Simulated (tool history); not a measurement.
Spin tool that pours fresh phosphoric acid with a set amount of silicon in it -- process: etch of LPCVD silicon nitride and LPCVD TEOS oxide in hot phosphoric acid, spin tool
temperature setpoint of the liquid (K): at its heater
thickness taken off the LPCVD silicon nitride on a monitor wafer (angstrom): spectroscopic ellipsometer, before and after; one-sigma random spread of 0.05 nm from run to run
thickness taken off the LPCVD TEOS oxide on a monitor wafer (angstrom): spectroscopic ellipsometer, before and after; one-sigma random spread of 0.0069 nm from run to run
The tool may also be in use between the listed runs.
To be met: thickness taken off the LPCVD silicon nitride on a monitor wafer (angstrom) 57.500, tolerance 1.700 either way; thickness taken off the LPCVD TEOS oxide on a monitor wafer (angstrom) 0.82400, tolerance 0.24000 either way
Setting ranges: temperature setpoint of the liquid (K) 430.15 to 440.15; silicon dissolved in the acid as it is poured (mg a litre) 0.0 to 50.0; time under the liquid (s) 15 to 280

run	hour	temperature setpoint of the liquid (K)	silicon dissolved in the acid as it is poured (mg a litre)	time under the liquid (s)	thickness taken off the LPCVD silicon nitride on a monitor wafer (angstrom)	thickness taken off the LPCVD TEOS oxide on a monitor wafer (angstrom)
1	0.0	435.15	22.0	145	161.580	3.02960
2	2.0	433.65	22.0	145	154.470	2.81710
3	3.4	435.65	22.0	145	164.250	3.21830
4	12.0	437.65	22.0	145	179.440	3.67420
5	13.4	436.65	23.0	120	140.670	2.69300
# hour 17.8: thermometer replaced
6	17.8	435.65	24.0	100	108.200	1.44050
7	20.0	434.65	20.5	90	92.861	1.62620
8	27.8	433.65	20.5	85	85.741	1.52510
9	32.1	433.15	21.0	80	79.105	1.48500
10	40.4	432.65	22.5	75	73.202	0.93081
11	47.3	432.15	21.5	70	67.282	0.93770
12	49.0	431.65	21.0	70	65.680	0.93096
13	49.9	431.65	21.0	70	65.880	0.97773
14	51.7	431.15	21.0	70	65.030	0.88232
15	55.7	431.15	20.5	70	64.529	0.96689
16	64.2	430.15	21.0	55	49.160	0.63911
17	68.1	430.65	21.0	55	50.322	0.64703
18	75.5	431.15	21.0	55	51.102	0.67246
19	76.9	433.65	21.5	60	60.277	0.90587
20	85.9	433.15	21.5	60	59.258	0.89165

Of the 4 settings listed for the next run, only one would bring every result within its allowed miss of target. Which one?
A	94.9	434.15	21.0	60	?	?
B	94.9	430.15	20.0	65	?	?
C	94.9	434.15	23.5	60	?	?
D	94.9	433.15	31.0	65	?	?

move	thickness taken off the LPCVD silicon nitride on a monitor wafer (angstrom)	thickness taken off the LPCVD TEOS oxide on a monitor wafer (angstrom)
A	61.207	0.97975
B	57.936	0.81124
C	61.207	0.90771
D	64.123	0.69583
A: its largest miss is bigger than the last run's
B: every result within its allowed miss
C: its largest miss is bigger than the last run's
D: its largest miss is bigger than the last run's
Answer: B
